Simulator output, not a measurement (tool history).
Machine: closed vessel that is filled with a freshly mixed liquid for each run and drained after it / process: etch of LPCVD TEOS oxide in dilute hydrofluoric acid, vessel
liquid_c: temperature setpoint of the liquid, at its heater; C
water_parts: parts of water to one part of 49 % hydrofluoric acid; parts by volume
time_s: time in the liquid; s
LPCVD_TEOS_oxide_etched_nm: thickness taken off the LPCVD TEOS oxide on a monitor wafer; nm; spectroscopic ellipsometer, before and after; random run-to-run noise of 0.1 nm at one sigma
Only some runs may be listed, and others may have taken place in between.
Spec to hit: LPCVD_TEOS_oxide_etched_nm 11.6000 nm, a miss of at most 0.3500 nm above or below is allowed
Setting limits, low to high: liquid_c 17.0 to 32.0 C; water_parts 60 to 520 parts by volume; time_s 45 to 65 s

Run 1, hour 0.0: liquid_c 24.0 C, water_parts 290 parts by volume, time_s 65 s. Result: LPCVD_TEOS_oxide_etched_nm 4.7645 nm.
Run 2, hour 8.0: liquid_c 25.0 C, water_parts 270 parts by volume, time_s 65 s. Result: LPCVD_TEOS_oxide_etched_nm 5.4127 nm.
Run 3, hour 10.9: liquid_c 27.0 C, water_parts 270 parts by volume, time_s 65 s. Result: LPCVD_TEOS_oxide_etched_nm 5.7158 nm.
Run 4, hour 11.8: liquid_c 27.0 C, water_parts 270 parts by volume, time_s 65 s. Result: LPCVD_TEOS_oxide_etched_nm 5.7294 nm.
Run 5, hour 18.8: liquid_c 27.5 C, water_parts 250 parts by volume, time_s 65 s. Result: LPCVD_TEOS_oxide_etched_nm 6.4966 nm.
Run 6, hour 20.1: liquid_c 27.5 C, water_parts 250 parts by volume, time_s 45 s. Result: LPCVD_TEOS_oxide_etched_nm 4.4636 nm.
Run 7, hour 28.0: liquid_c 28.0 C, water_parts 220 parts by volume, time_s 50 s. Result: LPCVD_TEOS_oxide_etched_nm 5.9560 nm.
Run 8, hour 29.2: liquid_c 28.5 C, water_parts 195 parts by volume, time_s 50 s. Result: LPCVD_TEOS_oxide_etched_nm 7.0289 nm.
Run 9, hour 32.0: liquid_c 29.0 C, water_parts 180 parts by volume, time_s 50 s. Result: LPCVD_TEOS_oxide_etched_nm 7.8582 nm.
Run 10, hour 41.2: liquid_c 32.0 C, water_parts 110 parts by volume, time_s 50 s. Result: LPCVD_TEOS_oxide_etched_nm 15.7790 nm.
Run 11, hour 43.3: liquid_c 31.5 C, water_parts 110 parts by volume, time_s 50 s. Result: LPCVD_TEOS_oxide_etched_nm 15.4830 nm.
Run 12, hour 52.5: liquid_c 31.0 C, water_parts 110 parts by volume, time_s 50 s. Result: LPCVD_TEOS_oxide_etched_nm 15.2650 nm.

4 next moves are on the table. One of them brings every result within its allowed miss. Which?
Run A, hour 61.7: liquid_c 31.0 C, water_parts 160 parts by volume, time_s 65 s. Result: LPCVD_TEOS_oxide_etched_nm ?.
Run B, hour 61.7: liquid_c 28.0 C, water_parts 150 parts by volume, time_s 65 s. Result: LPCVD_TEOS_oxide_etched_nm ?.
Run C, hour 61.7: liquid_c 23.5 C, water_parts 135 parts by volume, time_s 65 s. Result: LPCVD_TEOS_oxide_etched_nm ?.
Run D, hour 61.7: liquid_c 31.0 C, water_parts 145 parts by volume, time_s 45 s. Result: LPCVD_TEOS_oxide_etched_nm ?.

move  LPCVD_TEOS_oxide_etched_nm
   A                     12.7530
   B                     12.3360
   C                     11.7280
   D                      9.9313
A: nearer the targets than the last run, but a result is still out of spec
B: nearer the targets than the last run, but a result is still out of spec
C: every result lands within tolerance
D: moves the result that the last run missed by most past its target, out the other side
Answer: C
